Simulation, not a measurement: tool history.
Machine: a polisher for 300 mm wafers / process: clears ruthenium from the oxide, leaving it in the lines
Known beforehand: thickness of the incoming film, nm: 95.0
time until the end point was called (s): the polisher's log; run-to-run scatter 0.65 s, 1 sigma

run,hour,flow of slurry (ml/min),pressure of the wafer on the pad (psi),speed of the pad under the wafer (m/s),overpolish time after the end point (s),time until the end point was called (s)
1,0.0,245,1.9,1.10,14,78.973
2,6.4,245,2.1,1.10,14,68.961
3,11.9,245,2.2,1.10,14,68.938
4,14.6,245,2.2,1.10,15,67.395
5,17.0,245,2.3,1.10,15,65.011
6,23.9,245,2.4,1.10,15,61.317

For run 7, what comes out?
7,31.9,245,3.0,1.12,15,?

For run 7 the tool returned time until the end point was called (s) 49.985.

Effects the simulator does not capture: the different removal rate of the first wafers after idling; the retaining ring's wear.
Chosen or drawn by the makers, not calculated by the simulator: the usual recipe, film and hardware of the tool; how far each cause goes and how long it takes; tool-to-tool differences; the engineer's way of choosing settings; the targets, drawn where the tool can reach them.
